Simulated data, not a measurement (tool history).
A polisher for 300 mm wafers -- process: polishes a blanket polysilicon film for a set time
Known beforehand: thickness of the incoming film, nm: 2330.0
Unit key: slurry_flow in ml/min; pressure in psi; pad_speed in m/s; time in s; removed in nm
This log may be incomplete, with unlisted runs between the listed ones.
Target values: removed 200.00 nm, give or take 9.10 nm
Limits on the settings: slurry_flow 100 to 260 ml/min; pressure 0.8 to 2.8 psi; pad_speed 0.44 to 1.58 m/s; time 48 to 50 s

| run | day | slurry_flow | pressure | pad_speed | time | removed |
|---|---|---|---|---|---|---|
| 1 | 0.000 | 165 | 1.8 | 1.00 | 48 | 273.52 |
| 2 | 0.158 | 165 | 1.8 | 1.16 | 48 | 318.71 |
| 3 | 0.333 | 165 | 1.8 | 1.02 | 48 | 281.83 |
| 4 | 0.608 | 140 | 1.8 | 1.02 | 48 | 268.69 |
| 5 | 0.817 | 140 | 1.7 | 1.02 | 48 | 251.24 |
| 6 | 0.871 | 185 | 1.7 | 1.02 | 48 | 271.76 |
| 7 | 0.979 | 180 | 1.6 | 1.02 | 48 | 249.91 |
| 8 | 1.321 | 175 | 1.6 | 1.02 | 48 | 254.70 |
| 9 | 1.346 | 170 | 1.5 | 1.02 | 48 | 240.14 |
| 10 | 1.412 | 165 | 1.5 | 1.02 | 48 | 228.44 |

Of the 5 settings listed for the next run, only one would bring every result within its allowed miss of target. Which one?
| A | 1.479 | 175 | 1.6 | 1.10 | 48 | ? |
| B | 1.479 | 100 | 1.6 | 0.94 | 48 | ? |
| C | 1.479 | 135 | 1.4 | 1.18 | 50 | ? |
| D | 1.479 | 160 | 1.6 | 1.10 | 49 | ? |
| E | 1.479 | 160 | 1.5 | 1.12 | 49 | ? |

| move | removed |
|---|---|
| A | 272.00 |
| B | 205.56 |
| C | 253.96 |
| D | 273.44 |
| E | 261.47 |
A: its largest miss is bigger than the last run's
B: meets every target
C: its largest miss is bigger than the last run's
D: its largest miss is bigger than the last run's
E: its largest miss is bigger than the last run's
Answer: B
